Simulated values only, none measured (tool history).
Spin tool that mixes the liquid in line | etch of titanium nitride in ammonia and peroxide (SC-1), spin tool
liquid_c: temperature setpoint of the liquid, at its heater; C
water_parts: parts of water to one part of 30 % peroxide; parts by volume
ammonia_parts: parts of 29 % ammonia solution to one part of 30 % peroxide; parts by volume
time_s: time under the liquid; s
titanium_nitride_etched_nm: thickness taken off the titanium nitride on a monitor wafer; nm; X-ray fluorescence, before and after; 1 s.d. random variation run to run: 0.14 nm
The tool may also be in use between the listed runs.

Run 1, hour 0: liquid_c 46 C, water_parts 25 parts by volume, ammonia_parts 0.6 parts by volume, time_s 245 s. Result: titanium_nitride_etched_nm 6.9428 nm.
Run 2, hour 4.9: liquid_c 46 C, water_parts 25 parts by volume, ammonia_parts 0.8 parts by volume, time_s 245 s. Result: titanium_nitride_etched_nm 7.2908 nm.
Run 3, hour 8.9: liquid_c 46 C, water_parts 33 parts by volume, ammonia_parts 0.8 parts by volume, time_s 245 s. Result: titanium_nitride_etched_nm 6.2967 nm.
Run 4, hour 16.3: liquid_c 46 C, water_parts 40 parts by volume, ammonia_parts 0.8 parts by volume, time_s 245 s. Result: titanium_nitride_etched_nm 5.6079 nm.
Run 5, hour 17.5: liquid_c 41 C, water_parts 40 parts by volume, ammonia_parts 0.8 parts by volume, time_s 245 s. Result: titanium_nitride_etched_nm 3.8245 nm.
Run 6, hour 23.5: liquid_c 41 C, water_parts 40 parts by volume, ammonia_parts 0.8 parts by volume, time_s 245 s. Result: titanium_nitride_etched_nm 3.8669 nm.

The next listed run, before its measurement:
Run 7, hour 32.3: liquid_c 48.5 C, water_parts 36.5 parts by volume, ammonia_parts 0.8 parts by volume, time_s 245 s. Result: titanium_nitride_etched_nm ?.

titanium_nitride_etched_nm: 7.0552 nm
